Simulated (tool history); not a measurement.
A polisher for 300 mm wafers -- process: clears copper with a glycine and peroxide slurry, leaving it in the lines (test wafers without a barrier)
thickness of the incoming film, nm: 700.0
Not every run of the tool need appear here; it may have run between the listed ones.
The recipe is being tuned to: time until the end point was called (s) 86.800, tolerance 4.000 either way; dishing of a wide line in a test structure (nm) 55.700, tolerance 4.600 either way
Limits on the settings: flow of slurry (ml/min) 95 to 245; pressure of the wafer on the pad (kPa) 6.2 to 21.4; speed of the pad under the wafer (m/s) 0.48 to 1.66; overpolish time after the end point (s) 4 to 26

run	hour	flow of slurry (ml/min)	pressure of the wafer on the pad (kPa)	speed of the pad under the wafer (m/s)	overpolish time after the end point (s)	time until the end point was called (s)	dishing of a wide line in a test structure (nm)
1	0.0	155	13.8	1.06	13	146.200	45.573
2	1.6	160	16.5	1.10	12	123.090	48.716
3	3.7	160	16.5	0.92	12	141.660	42.077
4	12.6	175	16.5	0.92	12	138.490	43.805
5	13.7	175	18.6	0.92	12	124.740	46.019
# hour 16.3: slurry nozzle cleaned
6	16.3	175	18.6	0.92	18	120.470	67.816
7	19.0	180	19.3	1.00	15	106.950	66.531
8	27.8	190	20.0	1.02	13	104.220	61.148
9	35.4	195	20.7	1.08	11	97.209	56.964
10	38.3	200	20.7	1.12	10	91.731	53.808

Below are 5 possible settings for the next run. Only one of them brings all results inside the allowed miss of their targets. Which is it?
A	41.2	195	17.9	1.22	14	?	?
B	41.2	190	21.4	1.34	9	?	?
C	41.2	195	21.4	1.34	12	?	?
D	41.2	210	19.3	1.26	10	?	?
E	41.2	195	21.4	1.36	11	?	?

move	time until the end point was called (s)	dishing of a wide line in a test structure (nm)
A	97.625	66.682
B	78.733	56.372
C	78.485	70.271
D	88.935	55.508
E	77.478	66.525
A: misses by more than the last run did
B: moves the result that the last run missed by most past its target, out the other side
C: moves the result that the last run missed by most past its target, out the other side
D: all results land within tolerance of their targets
E: moves the result that the last run missed by most past its target, out the other side
Move D is the one to make.
